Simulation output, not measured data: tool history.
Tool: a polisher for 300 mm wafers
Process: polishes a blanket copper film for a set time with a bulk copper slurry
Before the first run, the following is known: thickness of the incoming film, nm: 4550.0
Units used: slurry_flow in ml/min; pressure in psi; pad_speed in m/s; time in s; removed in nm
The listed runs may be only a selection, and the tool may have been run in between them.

run,day,slurry_flow,pressure,pad_speed,slurry_solids,time,removed
1,0.000,150,2.1,1.36,1.0,51,561.47
2,0.242,150,2.1,1.48,1.0,51,599.59
3,0.467,125,2.1,1.48,1.0,51,578.99
4,0.517,130,2.4,1.50,1.0,51,666.69
5,0.696,150,2.4,1.50,1.0,51,699.39
6,0.746,155,2.6,1.52,1.0,51,754.70
7,1.058,155,2.7,1.54,1.0,51,817.10

Run 8 comes next. What will it give?
8,1.271,160,2.8,1.54,1.0,51,?

Run 8 measured removed 825.13 nm.
